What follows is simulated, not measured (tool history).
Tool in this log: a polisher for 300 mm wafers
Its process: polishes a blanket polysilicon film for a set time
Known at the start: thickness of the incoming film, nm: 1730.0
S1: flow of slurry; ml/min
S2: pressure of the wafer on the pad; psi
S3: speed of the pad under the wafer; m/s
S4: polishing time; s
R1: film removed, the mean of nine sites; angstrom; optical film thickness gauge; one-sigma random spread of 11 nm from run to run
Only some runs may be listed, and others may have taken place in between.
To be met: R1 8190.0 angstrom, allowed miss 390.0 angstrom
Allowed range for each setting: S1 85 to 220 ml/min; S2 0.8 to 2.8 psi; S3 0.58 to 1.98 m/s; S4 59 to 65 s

run  hour   S1   S2    S3  S4      R1
  1   0.0  140  1.8  1.28  65  4819.7
  2   8.5  140  1.8  1.44  65  5122.8
  3   9.4  140  1.6  1.44  65  4700.3
  4  13.0  140  1.3  1.44  65  3735.2
  5  20.9  140  1.3  1.44  65  3812.0
  6  26.8  140  0.9  1.44  65  2680.6
  7  27.8  140  1.2  1.46  65  3622.0
  8  36.7  140  1.4  1.48  65  4163.1
  9  41.5  150  1.9  1.56  65  5911.9
 10  46.4  150  2.0  1.56  65  6271.3

Exercise: of the 4 proposed moves below, exactly one satisfies all targets within the stated allowed misses. Which move is it?
  A  51.3  150  2.3  1.60  64   ?
  B  51.3  155  2.3  1.66  64   ?
  C  51.3  125  2.5  1.84  63   ?
  D  51.3  150  2.0  1.98  65   ?

move      R1
   A  7099.2
   B  7341.7
   C  8187.8
   D  7436.8
A: nearer the targets than the last run, but a result is still out of spec
B: nearer the targets than the last run, but a result is still out of spec
C: in spec on every target
D: nearer the targets than the last run, but a result is still out of spec
C meets every target.
